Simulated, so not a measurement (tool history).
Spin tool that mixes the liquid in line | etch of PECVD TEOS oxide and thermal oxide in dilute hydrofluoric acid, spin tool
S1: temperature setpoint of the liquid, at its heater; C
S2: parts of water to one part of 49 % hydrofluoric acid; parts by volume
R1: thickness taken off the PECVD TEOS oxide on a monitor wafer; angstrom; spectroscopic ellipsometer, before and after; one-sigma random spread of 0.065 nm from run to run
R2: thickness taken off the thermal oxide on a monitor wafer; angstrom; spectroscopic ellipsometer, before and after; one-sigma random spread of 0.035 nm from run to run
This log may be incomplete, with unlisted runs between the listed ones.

run 1 hour=0.0 | S1=25.0 S2=130 time_under_the_liquid_(s)=95 | R1=96.327 R2=41.145
run 2 hour=6.2 | S1=28.0 S2=130 time_under_the_liquid_(s)=95 | R1=108.090 R2=46.291
run 3 hour=14.3 | S1=28.0 S2=130 time_under_the_liquid_(s)=135 | R1=153.180 R2=63.902
run 4 hour=21.4 | S1=28.0 S2=130 time_under_the_liquid_(s)=120 | R1=135.160 R2=58.805
run 5 hour=22.4 | S1=28.0 S2=170 time_under_the_liquid_(s)=120 | R1=97.934 R2=41.276
run 6 hour=24.0 | S1=27.0 S2=170 time_under_the_liquid_(s)=120 | R1=94.688 R2=40.094
-- hour=32.5 thermometer replaced
run 7 hour=32.5 | S1=26.0 S2=170 time_under_the_liquid_(s)=120 | R1=87.727 R2=37.788
run 8 hour=36.1 | S1=25.5 S2=170 time_under_the_liquid_(s)=120 | R1=86.008 R2=36.776
run 9 hour=44.4 | S1=25.0 S2=170 time_under_the_liquid_(s)=120 | R1=83.527 R2=36.293
run 10 hour=50.1 | S1=24.5 S2=175 time_under_the_liquid_(s)=120 | R1=78.210 R2=34.429

Predict the results of run 11:
run 11 hour=57.1 | S1=25.0 S2=180 time_under_the_liquid_(s)=120 | R1=? R2=?

Logged for run 11: R1 79.739 angstrom, R2 33.724 angstrom.
